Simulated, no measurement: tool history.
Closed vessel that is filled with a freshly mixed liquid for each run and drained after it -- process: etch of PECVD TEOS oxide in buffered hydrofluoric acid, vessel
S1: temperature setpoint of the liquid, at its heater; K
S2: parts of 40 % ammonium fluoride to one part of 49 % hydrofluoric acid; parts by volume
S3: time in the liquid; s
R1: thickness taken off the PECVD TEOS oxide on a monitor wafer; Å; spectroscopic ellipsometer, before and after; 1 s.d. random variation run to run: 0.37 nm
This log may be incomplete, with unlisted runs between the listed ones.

run  hour      S1    S2   S3      R1
  1   0.0  294.15  21.5   95  685.71
  2   4.7  294.15  24.5   95  631.97
  3   9.4  294.15  24.5  105  697.52
  4  18.1  294.15  24.5   95  633.08
  5  26.1  293.65  24.5   95  611.90
  6  33.4  293.65  24.5  105  676.48
  7  39.7  292.65  24.5  105  646.17
  8  41.9  292.15  25.0  105  617.99
  9  46.0  291.65  25.0  105  596.42

Run 10 comes next. What will it give?
 10  51.8  291.15  25.0  105   ?

Run 10 measured R1 579.46 Å.
